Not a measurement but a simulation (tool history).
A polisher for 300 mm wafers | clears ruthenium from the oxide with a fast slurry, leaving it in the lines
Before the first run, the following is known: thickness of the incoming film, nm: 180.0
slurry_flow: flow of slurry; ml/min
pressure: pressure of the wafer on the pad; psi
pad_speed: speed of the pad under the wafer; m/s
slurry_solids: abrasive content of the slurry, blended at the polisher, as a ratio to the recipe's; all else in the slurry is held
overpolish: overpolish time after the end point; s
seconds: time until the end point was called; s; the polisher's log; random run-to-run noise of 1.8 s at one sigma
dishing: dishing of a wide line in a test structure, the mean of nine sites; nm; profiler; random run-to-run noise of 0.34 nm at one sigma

run 1 hour=0 | slurry_flow=285 pressure=3.2 pad_speed=0.84 slurry_solids=1 overpolish=12 | seconds=56.518 dishing=33.075
run 2 hour=5.2 | slurry_flow=285 pressure=2.8 pad_speed=0.84 slurry_solids=1 overpolish=12 | seconds=62.476 dishing=29.433
run 3 hour=7.8 | slurry_flow=285 pressure=2.4 pad_speed=0.82 slurry_solids=1 overpolish=12 | seconds=75.743 dishing=24.902
run 4 hour=11.7 | slurry_flow=285 pressure=2.4 pad_speed=0.96 slurry_solids=1 overpolish=12 | seconds=63.236 dishing=28.148
run 5 hour=17.3 | slurry_flow=285 pressure=2.8 pad_speed=0.96 slurry_solids=1 overpolish=12 | seconds=54.187 dishing=33.055
run 6 hour=23 | slurry_flow=285 pressure=2.4 pad_speed=0.96 slurry_solids=1 overpolish=12 | seconds=64.387 dishing=28.908

What does the tool deliver on the next run?
run 7 hour=25.2 | slurry_flow=285 pressure=2.1 pad_speed=0.96 slurry_solids=1 overpolish=12 | seconds=? dishing=?

seconds: 70.431 s
dishing: 25.928 nm
